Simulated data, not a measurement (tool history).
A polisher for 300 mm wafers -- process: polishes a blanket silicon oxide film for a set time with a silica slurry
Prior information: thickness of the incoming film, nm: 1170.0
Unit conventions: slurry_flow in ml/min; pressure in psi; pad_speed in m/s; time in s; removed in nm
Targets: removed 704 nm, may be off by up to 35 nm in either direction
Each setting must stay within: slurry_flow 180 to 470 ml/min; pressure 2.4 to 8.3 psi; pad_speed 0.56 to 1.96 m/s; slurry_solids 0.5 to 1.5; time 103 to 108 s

run,hour,slurry_flow,pressure,pad_speed,slurry_solids,time,removed
1,0,300,5.3,1.26,1,103,466.4
2,1.2,300,5.3,1.26,1,108,495.62
3,2.7,300,4.5,1.26,1,108,435.09
4,9.5,300,5.5,1.26,1,108,508.93
5,17.5,300,5.5,1.26,1.2,108,536.69
6,25.2,300,5.5,1.26,1,108,508.57
7,26,300,5.9,1.28,1,108,538.67
8,29.8,300,6.3,1.3,1,108,573.05
9,31,300,6.6,1.32,1,108,586.91
10,33.2,300,6.9,1.34,1,108,632.19
11,41.6,300,7.1,1.34,1,108,653.5
# hour 42.3: slurry nozzle cleaned
12,42.3,300,7.2,1.34,1,108,651.05
13,48.3,300,7.2,1.34,1,108,663.58

Exercise: of the 5 proposed moves below, exactly one satisfies all targets within the stated allowed misses. Which move is it?
A,54.3,235,6.7,1.4,0.95,103,?
B,54.3,265,7.6,1.42,0.95,108,?
C,54.3,290,7.5,1.5,1.2,108,?
D,54.3,350,6.5,1.42,0.9,108,?
E,54.3,325,7.6,1.6,1.05,108,?

move,removed
A,566.28
B,672.71
C,770.6
D,594.53
E,775.46
A: misses by more than the last run did
B: all results in spec
C: the result that was furthest off in the last run now lies on the other side of its target
D: misses by more than the last run did
E: the result that was furthest off in the last run now lies on the other side of its target
Answer: B
